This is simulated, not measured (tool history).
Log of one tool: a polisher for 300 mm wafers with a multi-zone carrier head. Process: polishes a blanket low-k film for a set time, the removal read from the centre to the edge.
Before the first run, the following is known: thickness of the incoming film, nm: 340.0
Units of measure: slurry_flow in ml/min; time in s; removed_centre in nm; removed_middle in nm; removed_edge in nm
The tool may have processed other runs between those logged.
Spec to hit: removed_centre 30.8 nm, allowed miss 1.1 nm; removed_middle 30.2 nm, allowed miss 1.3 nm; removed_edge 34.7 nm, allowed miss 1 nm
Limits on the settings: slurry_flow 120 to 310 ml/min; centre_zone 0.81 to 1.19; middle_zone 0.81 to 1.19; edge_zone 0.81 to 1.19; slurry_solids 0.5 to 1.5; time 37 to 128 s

Run 1, hour 0: slurry_flow 200 ml/min, centre_zone 1, middle_zone 1, edge_zone 1, slurry_solids 1, time 82 s. Result: removed_centre 35.765 nm, removed_middle 36.469 nm, removed_edge 38.026 nm.
Run 2, hour 4.4: slurry_flow 230 ml/min, centre_zone 1, middle_zone 1, edge_zone 1, slurry_solids 1, time 82 s. Result: removed_centre 36.355 nm, removed_middle 36.857 nm, removed_edge 38.21 nm.
Run 3, hour 8: slurry_flow 200 ml/min, centre_zone 1, middle_zone 1, edge_zone 1, slurry_solids 1, time 82 s. Result: removed_centre 36.137 nm, removed_middle 35.383 nm, removed_edge 38.083 nm.
Run 4, hour 12.4: slurry_flow 195 ml/min, centre_zone 0.99, middle_zone 0.99, edge_zone 0.99, slurry_solids 1, time 82 s. Result: removed_centre 34.639 nm, removed_middle 35.162 nm, removed_edge 37.254 nm.
Run 5, hour 20.5: slurry_flow 195 ml/min, centre_zone 0.99, middle_zone 1.04, edge_zone 0.99, slurry_solids 1, time 82 s. Result: removed_centre 35.71 nm, removed_middle 37.253 nm, removed_edge 36.946 nm.
Run 6, hour 23.8: slurry_flow 190 ml/min, centre_zone 0.98, middle_zone 1.02, edge_zone 0.98, slurry_solids 1, time 82 s. Result: removed_centre 35.113 nm, removed_middle 35.069 nm, removed_edge 37.121 nm.
Run 7, hour 27.1: slurry_flow 185 ml/min, centre_zone 0.97, middle_zone 1.02, edge_zone 0.97, slurry_solids 1, time 82 s. Result: removed_centre 34.555 nm, removed_middle 36.126 nm, removed_edge 37.419 nm.
Run 8, hour 29: slurry_flow 180 ml/min, centre_zone 0.97, middle_zone 1.01, edge_zone 0.97, slurry_solids 0.95, time 82 s. Result: removed_centre 32.654 nm, removed_middle 33.914 nm, removed_edge 35.567 nm.
Run 9, hour 36.8: slurry_flow 175 ml/min, centre_zone 0.97, middle_zone 1, edge_zone 0.97, slurry_solids 0.95, time 82 s. Result: removed_centre 32.365 nm, removed_middle 33.777 nm, removed_edge 35.161 nm.
Run 10, hour 37.8: slurry_flow 170 ml/min, centre_zone 0.97, middle_zone 0.99, edge_zone 0.97, slurry_solids 0.95, time 82 s. Result: removed_centre 32.709 nm, removed_middle 33.11 nm, removed_edge 34.941 nm.
Run 11, hour 44.9: slurry_flow 140 ml/min, centre_zone 0.92, middle_zone 0.91, edge_zone 1.01, slurry_solids 0.95, time 82 s. Result: removed_centre 28.973 nm, removed_middle 29.134 nm, removed_edge 34.875 nm.

Which single option among these 5 for the next run brings every result within its allowed miss of target? Just one does.
Run A, hour 52: slurry_flow 230 ml/min, centre_zone 0.95, middle_zone 0.93, edge_zone 0.92, slurry_solids 0.7, time 98 s. Result: removed_centre ?, removed_middle ?, removed_edge ?.
Run B, hour 52: slurry_flow 120 ml/min, centre_zone 0.99, middle_zone 0.85, edge_zone 1.05, slurry_solids 0.9, time 88 s. Result: removed_centre ?, removed_middle ?, removed_edge ?.
Run C, hour 52: slurry_flow 130 ml/min, centre_zone 0.94, middle_zone 0.89, edge_zone 0.91, slurry_solids 0.8, time 100 s. Result: removed_centre ?, removed_middle ?, removed_edge ?.
Run D, hour 52: slurry_flow 120 ml/min, centre_zone 1.05, middle_zone 0.84, edge_zone 0.97, slurry_solids 0.95, time 87 s. Result: removed_centre ?, removed_middle ?, removed_edge ?.
Run E, hour 52: slurry_flow 120 ml/min, centre_zone 0.81, middle_zone 0.89, edge_zone 1.07, slurry_solids 1, time 83 s. Result: removed_centre ?, removed_middle ?, removed_edge ?.

move  removed_centre  removed_middle  removed_edge
   A          30.674          30.602        32.033
   B          30.685          27.865        35.089
   C          30.783          30.478          34.2
   D          33.532          28.417        34.782
   E          25.542          29.514        36.068
A: the worst result of the last run now meets its target, but another is out of spec
B: the worst result of the last run now meets its target, but another is out of spec
C: every result lands within tolerance
D: the result that was furthest off in the last run now lies on the other side of its target
E: misses by more than the last run did
The move that meets every target is C.

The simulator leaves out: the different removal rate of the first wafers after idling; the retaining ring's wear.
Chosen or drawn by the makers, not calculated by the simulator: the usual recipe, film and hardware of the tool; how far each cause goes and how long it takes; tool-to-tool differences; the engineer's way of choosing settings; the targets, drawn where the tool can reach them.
